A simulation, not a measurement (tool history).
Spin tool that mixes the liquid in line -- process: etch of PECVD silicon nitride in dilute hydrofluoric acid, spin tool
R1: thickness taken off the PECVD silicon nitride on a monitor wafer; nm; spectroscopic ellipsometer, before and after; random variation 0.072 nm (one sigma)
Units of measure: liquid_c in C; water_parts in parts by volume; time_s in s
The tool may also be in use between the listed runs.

Run 1, day 0: liquid_c 21 C, water_parts 115 parts by volume, time_s 265 s. Result: R1 6.8095 nm.
Run 2, day 0.246: liquid_c 21 C, water_parts 150 parts by volume, time_s 265 s. Result: R1 5.2463 nm.
Run 3, day 0.525: liquid_c 21 C, water_parts 150 parts by volume, time_s 265 s. Result: R1 5.2608 nm.
Run 4, day 0.575: liquid_c 21 C, water_parts 150 parts by volume, time_s 285 s. Result: R1 5.5997 nm.
Run 5, day 0.817: liquid_c 21 C, water_parts 175 parts by volume, time_s 285 s. Result: R1 4.8733 nm.
Run 6, day 0.929: liquid_c 21 C, water_parts 210 parts by volume, time_s 285 s. Result: R1 4.0997 nm.
Run 7, day 1.021: liquid_c 22 C, water_parts 195 parts by volume, time_s 285 s. Result: R1 4.7103 nm.
Run 8, day 1.308: liquid_c 23 C, water_parts 180 parts by volume, time_s 285 s. Result: R1 5.335 nm.
Run 9, day 1.488: liquid_c 24 C, water_parts 165 parts by volume, time_s 285 s. Result: R1 6.2118 nm.
Run 10, day 1.671: liquid_c 24.5 C, water_parts 155 parts by volume, time_s 285 s. Result: R1 6.8401 nm.

For run 11, what comes out?
Run 11, day 1.954: liquid_c 25 C, water_parts 145 parts by volume, time_s 285 s. Result: R1 ?.

R1: 7.5745 nm
